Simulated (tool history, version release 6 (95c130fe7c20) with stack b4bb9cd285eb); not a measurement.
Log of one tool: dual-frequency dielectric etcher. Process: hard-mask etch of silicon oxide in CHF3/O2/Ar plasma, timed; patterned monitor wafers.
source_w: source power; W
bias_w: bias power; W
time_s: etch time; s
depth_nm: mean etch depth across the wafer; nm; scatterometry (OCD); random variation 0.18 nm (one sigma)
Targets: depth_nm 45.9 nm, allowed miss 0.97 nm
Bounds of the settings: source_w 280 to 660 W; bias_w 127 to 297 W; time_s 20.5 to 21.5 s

run,hour,source_w,bias_w,time_s,depth_nm
1,0,470,212,20.5,41.515
2,0.9,470,212,21.5,43.768
3,7.2,470,212,21.5,43.382
4,8,470,183,21.5,41.313
5,8.8,480,184,21.5,41.776
6,10.9,480,184,20.5,39.724
7,17.8,490,185,20.5,40.014
8,22.9,500,186,20.5,40.548
9,30.4,510,187,20.5,40.851
10,36.6,520,188,20.5,41.394
11,37.4,530,189,20.5,41.458
12,42.3,540,191,20.5,41.778
13,50.3,550,193,20.5,42.432
14,52.8,560,194,20.5,42.357

4 next moves are on the table. One of them brings every result within its allowed miss. Which?
A,55.3,560,191,21.5,?
B,55.3,570,214,21,?
C,55.3,510,208,21,?
D,55.3,550,196,20.5,?

move,depth_nm
A,44.402
B,45.465
C,43.369
D,42.477
A: nearer than the last run, and not there yet
B: meets every target
C: nearer than the last run, and not there yet
D: as far off as the last run
Move B is the one to make.

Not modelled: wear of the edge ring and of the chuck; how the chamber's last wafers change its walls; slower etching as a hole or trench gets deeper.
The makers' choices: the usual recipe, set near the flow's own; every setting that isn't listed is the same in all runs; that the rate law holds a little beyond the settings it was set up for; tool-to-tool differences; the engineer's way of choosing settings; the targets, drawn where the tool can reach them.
